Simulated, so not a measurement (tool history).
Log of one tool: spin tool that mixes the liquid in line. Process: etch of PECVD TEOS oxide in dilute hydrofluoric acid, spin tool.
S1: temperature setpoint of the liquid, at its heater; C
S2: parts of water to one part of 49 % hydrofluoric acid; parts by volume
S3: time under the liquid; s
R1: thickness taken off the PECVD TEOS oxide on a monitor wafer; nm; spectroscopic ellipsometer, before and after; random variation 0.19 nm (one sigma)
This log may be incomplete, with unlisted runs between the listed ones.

Run 1, day 0.000: S1 22.0 C, S2 145 parts by volume, S3 280 s. Result: R1 25.612 nm.
Run 2, day 0.133: S1 22.0 C, S2 175 parts by volume, S3 280 s. Result: R1 20.621 nm.
Run 3, day 0.221: S1 20.5 C, S2 175 parts by volume, S3 280 s. Result: R1 19.651 nm.
Run 4, day 0.504: S1 20.5 C, S2 125 parts by volume, S3 280 s. Result: R1 28.902 nm.
Run 5, day 0.833: S1 21.5 C, S2 125 parts by volume, S3 280 s. Result: R1 30.256 nm.
Run 6, day 1.142: S1 22.5 C, S2 125 parts by volume, S3 280 s. Result: R1 31.103 nm.
Run 7, day 1.233: S1 23.0 C, S2 125 parts by volume, S3 280 s. Result: R1 31.939 nm.

What does the tool deliver on the next run?
Run 8, day 1.596: S1 23.5 C, S2 125 parts by volume, S3 280 s. Result: R1 ?.

R1: 32.601 nm
